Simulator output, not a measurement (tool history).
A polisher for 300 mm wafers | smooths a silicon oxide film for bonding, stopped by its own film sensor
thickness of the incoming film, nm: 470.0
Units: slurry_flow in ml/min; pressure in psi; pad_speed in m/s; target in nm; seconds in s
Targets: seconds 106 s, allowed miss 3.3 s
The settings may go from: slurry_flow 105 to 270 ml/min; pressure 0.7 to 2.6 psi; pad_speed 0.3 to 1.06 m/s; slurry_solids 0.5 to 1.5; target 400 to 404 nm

run 1 hour=0 | slurry_flow=175 pressure=1.6 pad_speed=0.68 slurry_solids=1 target=404 | seconds=149.63
run 2 hour=4.1 | slurry_flow=175 pressure=1.7 pad_speed=0.68 slurry_solids=1 target=404 | seconds=137.88
run 3 hour=7 | slurry_flow=185 pressure=1.9 pad_speed=0.68 slurry_solids=1 target=404 | seconds=123.96
run 4 hour=13 | slurry_flow=185 pressure=1.6 pad_speed=0.68 slurry_solids=1 target=404 | seconds=145.1
run 5 hour=20.6 | slurry_flow=190 pressure=1.7 pad_speed=0.68 slurry_solids=1 target=404 | seconds=139.77
run 6 hour=25.6 | slurry_flow=190 pressure=1.8 pad_speed=0.68 slurry_solids=1 target=404 | seconds=130.5
run 7 hour=31 | slurry_flow=190 pressure=2 pad_speed=0.68 slurry_solids=1 target=404 | seconds=118.12
run 8 hour=38.1 | slurry_flow=190 pressure=2.1 pad_speed=0.68 slurry_solids=1 target=404 | seconds=112.78

Which of these 4 next moves meets every target?
run A hour=45.2 | slurry_flow=190 pressure=2 pad_speed=0.76 slurry_solids=1.1 target=401 | seconds=?
run B hour=45.2 | slurry_flow=230 pressure=2.1 pad_speed=0.76 slurry_solids=0.8 target=404 | seconds=?
run C hour=45.2 | slurry_flow=185 pressure=2 pad_speed=0.64 slurry_solids=1.05 target=400 | seconds=?
run D hour=45.2 | slurry_flow=200 pressure=1.7 pad_speed=0.76 slurry_solids=1.05 target=402 | seconds=?

move=A seconds=106.1
move=B seconds=119.81
move=C seconds=127.63
move=D seconds=125.16
A: meets every target
B: further off than the last run
C: further off than the last run
D: further off than the last run
Answer: A
